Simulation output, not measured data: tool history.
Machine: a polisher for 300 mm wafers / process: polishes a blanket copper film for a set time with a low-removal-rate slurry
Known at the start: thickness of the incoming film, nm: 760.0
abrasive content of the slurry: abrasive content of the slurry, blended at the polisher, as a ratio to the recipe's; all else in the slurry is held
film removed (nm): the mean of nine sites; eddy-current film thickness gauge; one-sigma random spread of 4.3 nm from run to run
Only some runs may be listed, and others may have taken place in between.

| run | hour | flow of slurry (ml/min) | pressure of the wafer on the pad (kPa) | speed of the pad under the wafer (cm/s) | abrasive content of the slurry | polishing time (s) | film removed (nm) |
|---|---|---|---|---|---|---|---|
| 1 | 0 | 200 | 22.8 | 110 | 1 | 70 | 302.53 |
| 2 | 6.7 | 175 | 22.8 | 110 | 1 | 70 | 300.19 |
| 3 | 12.4 | 135 | 22.8 | 110 | 1 | 70 | 289.95 |
| 4 | 17.2 | 120 | 22.8 | 110 | 1 | 70 | 276.02 |
| 5 | 18 | 120 | 22.8 | 110 | 1 | 70 | 282.76 |
| 6 | 20.8 | 120 | 27.6 | 110 | 1 | 70 | 328.82 |
| 7 | 27.1 | 135 | 28.3 | 110 | 1 | 70 | 344.21 |
| 8 | 27.8 | 145 | 29 | 110 | 1 | 70 | 355.23 |

Expected results for the next run?
| 9 | 32.9 | 155 | 29.6 | 110 | 1 | 70 | ? |

For run 9 the tool returned film removed (nm) 373.32.
